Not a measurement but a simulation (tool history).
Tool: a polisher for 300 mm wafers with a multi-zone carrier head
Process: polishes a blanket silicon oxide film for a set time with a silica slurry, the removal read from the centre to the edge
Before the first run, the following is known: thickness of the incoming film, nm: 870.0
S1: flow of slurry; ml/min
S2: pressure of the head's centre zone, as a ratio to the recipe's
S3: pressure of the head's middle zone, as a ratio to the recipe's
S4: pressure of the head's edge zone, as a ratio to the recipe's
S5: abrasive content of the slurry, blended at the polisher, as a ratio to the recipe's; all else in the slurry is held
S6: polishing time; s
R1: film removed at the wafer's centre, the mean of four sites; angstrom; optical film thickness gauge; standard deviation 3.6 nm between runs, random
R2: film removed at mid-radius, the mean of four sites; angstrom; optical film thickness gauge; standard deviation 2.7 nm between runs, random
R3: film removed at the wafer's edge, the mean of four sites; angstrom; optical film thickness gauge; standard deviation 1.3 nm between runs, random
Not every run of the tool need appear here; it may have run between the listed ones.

Run 1, hour 0: S1 205 ml/min, S2 1, S3 1, S4 1, S5 1, S6 63 s. Result: R1 2836.4 angstrom, R2 2900.3 angstrom, R3 2849.6 angstrom.
Run 2, hour 2.5: S1 205 ml/min, S2 1, S3 1, S4 1, S5 0.8, S6 63 s. Result: R1 2597.2 angstrom, R2 2647.9 angstrom, R3 2601.5 angstrom.
Run 3, hour 7.9: S1 245 ml/min, S2 1, S3 1, S4 1, S5 0.8, S6 63 s. Result: R1 2660.8 angstrom, R2 2695.4 angstrom, R3 2639 angstrom.
Run 4, hour 13.6: S1 245 ml/min, S2 1, S3 1.01, S4 0.98, S5 0.8, S6 63 s. Result: R1 2646.9 angstrom, R2 2694.4 angstrom, R3 2630.1 angstrom.
Run 5, hour 16.7: S1 240 ml/min, S2 1.01, S3 1.03, S4 0.96, S5 0.75, S6 63 s. Result: R1 2553 angstrom, R2 2697.2 angstrom, R3 2501.2 angstrom.
Run 6, hour 24.2: S1 240 ml/min, S2 1.01, S3 1.06, S4 0.96, S5 0.75, S6 63 s. Result: R1 2501.4 angstrom, R2 2728 angstrom, R3 2505.9 angstrom.
Run 7, hour 29.9: S1 235 ml/min, S2 1.02, S3 1.06, S4 0.94, S5 0.75, S6 63 s. Result: R1 2569.1 angstrom, R2 2713.7 angstrom, R3 2478.1 angstrom.
Run 8, hour 36.7: S1 230 ml/min, S2 1.03, S3 1.07, S4 0.92, S5 0.75, S6 63 s. Result: R1 2611 angstrom, R2 2710.3 angstrom, R3 2455.7 angstrom.
Run 9, hour 38.6: S1 230 ml/min, S2 1.03, S3 1.08, S4 0.91, S5 0.75, S6 63 s. Result: R1 2520.7 angstrom, R2 2753.7 angstrom, R3 2452.3 angstrom.

Forecast run 10:
Run 10, hour 46.1: S1 230 ml/min, S2 1.04, S3 1.09, S4 0.9, S5 0.75, S6 63 s. Result: R1 ?, R2 ?, R3 ?.

R1: 2691 angstrom
R2: 2739.7 angstrom
R3: 2433.4 angstrom
